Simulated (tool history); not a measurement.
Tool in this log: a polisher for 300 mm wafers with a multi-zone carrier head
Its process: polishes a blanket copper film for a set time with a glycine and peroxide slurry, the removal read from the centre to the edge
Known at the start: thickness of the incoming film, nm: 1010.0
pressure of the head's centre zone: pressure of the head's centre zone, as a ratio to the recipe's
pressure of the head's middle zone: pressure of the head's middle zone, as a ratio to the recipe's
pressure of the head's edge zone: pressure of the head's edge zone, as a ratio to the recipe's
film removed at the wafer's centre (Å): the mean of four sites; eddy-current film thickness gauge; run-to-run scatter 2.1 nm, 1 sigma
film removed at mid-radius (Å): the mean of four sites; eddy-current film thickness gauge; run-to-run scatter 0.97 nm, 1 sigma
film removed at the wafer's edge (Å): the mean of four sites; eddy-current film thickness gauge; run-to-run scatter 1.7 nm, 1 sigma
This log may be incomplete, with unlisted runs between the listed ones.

run  hour  flow of slurry (ml/min)  pressure of the head's centre zone  pressure of the head's middle zone  pressure of the head's edge zone  polishing time (s)  film removed at the wafer's centre (Å)  film removed at mid-radius (Å)  film removed at the wafer's edge (Å)
  1     0                      275                                   1                                   1                                 1                  35                                    1703                          1711.5                                1712.6
  2   1.6                      310                                   1                                   1                                 1                  35                                  1759.2                          1729.8                                1720.1
  3   8.7                      310                                   1                                   1                              1.03                  35                                  1775.8                          1707.9                                1780.7
  4  16.5                      350                                   1                                   1                              1.03                  35                                  1788.8                          1743.9                                1788.6
  5  22.9                      340                                   1                                0.99                              1.02                  35                                  1789.6                          1713.2                                1741.2
  6  26.2                      340                                   1                                0.99                              0.96                  35                                  1813.2                          1734.1                                1704.4
  7  32.8                      330                                   1                                0.98                              0.96                  35                                  1797.1                          1700.3                                1751.2
  8  41.6                      325                                   1                                0.98                              0.95                  35                                  1792.1                          1708.8                                1680.7
  9  49.1                      315                                   1                                0.97                              0.95                  35                                  1762.6                          1707.2                                1688.9

What does the tool deliver on the next run?
     50.2  -- worn pad replaced by a new one
 10  50.2                      310                                   1                                0.96                              0.95                  35                                       ?                               ?                                     ?

{"run 10": {"film removed at the wafer's centre (Å)": 1944.8, "film removed at mid-radius (Å)": 1878.5, "film removed at the wafer's edge (Å)": 1890.6}}

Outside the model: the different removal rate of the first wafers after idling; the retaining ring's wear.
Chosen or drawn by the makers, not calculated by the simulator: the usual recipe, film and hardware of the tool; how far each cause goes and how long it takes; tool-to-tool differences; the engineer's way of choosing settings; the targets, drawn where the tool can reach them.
